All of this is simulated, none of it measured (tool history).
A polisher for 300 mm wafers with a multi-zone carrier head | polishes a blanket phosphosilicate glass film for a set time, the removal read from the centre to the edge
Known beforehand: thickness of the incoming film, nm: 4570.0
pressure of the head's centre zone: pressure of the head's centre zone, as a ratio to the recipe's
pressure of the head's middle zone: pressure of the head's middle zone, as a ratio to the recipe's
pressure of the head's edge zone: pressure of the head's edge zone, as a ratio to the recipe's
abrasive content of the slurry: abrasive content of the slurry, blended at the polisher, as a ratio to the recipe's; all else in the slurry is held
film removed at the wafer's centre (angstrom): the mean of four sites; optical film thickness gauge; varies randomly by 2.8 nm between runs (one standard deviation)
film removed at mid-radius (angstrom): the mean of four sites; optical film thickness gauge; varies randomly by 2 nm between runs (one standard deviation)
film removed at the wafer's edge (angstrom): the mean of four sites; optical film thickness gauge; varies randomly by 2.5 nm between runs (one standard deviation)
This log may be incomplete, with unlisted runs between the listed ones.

| run | day | flow of slurry (ml/min) | pressure of the head's centre zone | pressure of the head's middle zone | pressure of the head's edge zone | abrasive content of the slurry | polishing time (s) | film removed at the wafer's centre (angstrom) | film removed at mid-radius (angstrom) | film removed at the wafer's edge (angstrom) |
|---|---|---|---|---|---|---|---|---|---|---|
| 1 | 0.000 | 240 | 1.00 | 1.00 | 1.00 | 1.00 | 40 | 4692.0 | 4657.4 | 4754.8 |
| 2 | 0.025 | 240 | 1.08 | 1.00 | 1.00 | 1.00 | 40 | 4944.4 | 4608.0 | 4802.9 |
| 3 | 0.112 | 230 | 1.05 | 0.98 | 1.01 | 0.95 | 39 | 4638.1 | 4273.5 | 4554.8 |
| 4 | 0.338 | 230 | 1.05 | 0.98 | 1.01 | 0.95 | 32 | 3787.6 | 3524.9 | 3794.3 |
| 5 | 0.412 | 255 | 1.05 | 0.98 | 1.01 | 0.95 | 32 | 3855.3 | 3555.5 | 3733.3 |
| 6 | 0.558 | 245 | 1.03 | 0.96 | 1.01 | 0.95 | 32 | 3818.3 | 3472.5 | 3804.0 |
| 7 | 0.717 | 245 | 1.03 | 0.96 | 1.01 | 0.95 | 32 | 3850.8 | 3418.5 | 3787.6 |
| 8 | 1.088 | 235 | 1.00 | 0.95 | 1.01 | 0.90 | 32 | 3589.3 | 3378.5 | 3624.2 |
| 9 | 1.442 | 225 | 0.98 | 0.93 | 1.03 | 0.90 | 32 | 3544.4 | 3260.8 | 3676.8 |
| 10 | 1.579 | 220 | 0.96 | 0.92 | 1.03 | 0.90 | 32 | 3446.1 | 3251.9 | 3667.7 |
| 11 | 1.621 | 215 | 0.95 | 0.91 | 1.03 | 0.90 | 32 | 3444.6 | 3226.7 | 3660.7 |
| 12 | 1.746 | 210 | 0.94 | 0.90 | 1.04 | 0.90 | 32 | 3373.6 | 3177.7 | 3631.2 |
| 13 | 2.121 | 205 | 0.93 | 0.89 | 1.05 | 0.90 | 32 | 3350.0 | 3123.7 | 3665.9 |
| 14 | 2.300 | 205 | 0.93 | 0.89 | 1.05 | 0.90 | 32 | 3316.3 | 3121.5 | 3694.3 |

What will run 15 give?
| 15 | 2.383 | 200 | 0.92 | 0.88 | 1.05 | 0.90 | 32 | ? | ? | ? |

film removed at the wafer's centre (angstrom): 3264.3
film removed at mid-radius (angstrom): 3058.5
film removed at the wafer's edge (angstrom): 3659.3
